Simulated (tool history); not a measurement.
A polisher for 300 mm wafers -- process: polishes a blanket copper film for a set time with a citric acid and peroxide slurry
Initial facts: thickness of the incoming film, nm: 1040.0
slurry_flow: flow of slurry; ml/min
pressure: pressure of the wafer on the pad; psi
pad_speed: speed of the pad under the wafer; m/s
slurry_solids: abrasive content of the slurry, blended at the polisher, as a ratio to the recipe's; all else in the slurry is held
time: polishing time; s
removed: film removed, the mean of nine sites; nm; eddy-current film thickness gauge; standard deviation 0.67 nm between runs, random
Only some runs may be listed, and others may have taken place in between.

run,day,slurry_flow,pressure,pad_speed,slurry_solids,time,removed
1,0.000,170,2.4,1.02,1.0,44,83.957
2,0.171,170,2.1,1.00,1.0,44,72.102
3,0.242,170,2.1,1.00,0.8,44,69.430
4,0.408,170,1.9,0.98,0.8,44,61.495
5,0.667,170,1.8,0.98,0.8,44,59.628
6,1.000,170,1.8,1.14,0.8,44,68.493
# day 1.296: slurry blender recalibrated
7,1.296,170,1.6,1.12,0.8,44,61.179

Run 8 is up next; what results do you expect?
8,1.638,170,1.5,1.10,0.8,44,?

{"run 8": {"removed": 56.937}}
